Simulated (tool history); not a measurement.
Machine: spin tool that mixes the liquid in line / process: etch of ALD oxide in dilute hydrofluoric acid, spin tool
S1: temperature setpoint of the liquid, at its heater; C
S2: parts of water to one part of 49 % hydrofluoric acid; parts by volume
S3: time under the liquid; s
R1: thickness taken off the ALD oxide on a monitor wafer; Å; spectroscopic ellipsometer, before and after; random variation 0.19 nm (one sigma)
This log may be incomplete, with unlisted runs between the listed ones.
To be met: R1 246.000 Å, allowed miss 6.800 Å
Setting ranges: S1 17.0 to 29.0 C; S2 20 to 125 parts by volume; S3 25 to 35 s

run 1 hour=0.0 | S1=21.0 S2=70 S3=35 | R1=84.291
run 2 hour=2.4 | S1=23.5 S2=55 S3=35 | R1=120.760
run 3 hour=4.0 | S1=23.5 S2=65 S3=35 | R1=101.600
run 4 hour=11.7 | S1=25.0 S2=50 S3=35 | R1=142.640
run 5 hour=13.8 | S1=26.0 S2=45 S3=35 | R1=167.610
run 6 hour=19.0 | S1=23.5 S2=45 S3=35 | R1=149.860
run 7 hour=20.8 | S1=23.5 S2=45 S3=35 | R1=149.620
run 8 hour=28.7 | S1=25.0 S2=40 S3=35 | R1=181.920

Which of these 5 next moves meets every target?
run A hour=36.6 | S1=25.5 S2=35 S3=35 | R1=?
run B hour=36.6 | S1=24.5 S2=55 S3=30 | R1=?
run C hour=36.6 | S1=27.5 S2=35 S3=35 | R1=?
run D hour=36.6 | S1=29.0 S2=35 S3=35 | R1=?
run E hour=36.6 | S1=25.0 S2=25 S3=35 | R1=?

move=A R1=214.090
move=B R1=108.750
move=C R1=232.260
move=D R1=246.690
move=E R1=298.200
A: nearer than the last run, and not there yet
B: the biggest miss grows against the last run
C: nearer than the last run, and not there yet
D: each result inside its tolerance
E: carries the result that was furthest off beyond its target, to the other side
Move D is the one to make.

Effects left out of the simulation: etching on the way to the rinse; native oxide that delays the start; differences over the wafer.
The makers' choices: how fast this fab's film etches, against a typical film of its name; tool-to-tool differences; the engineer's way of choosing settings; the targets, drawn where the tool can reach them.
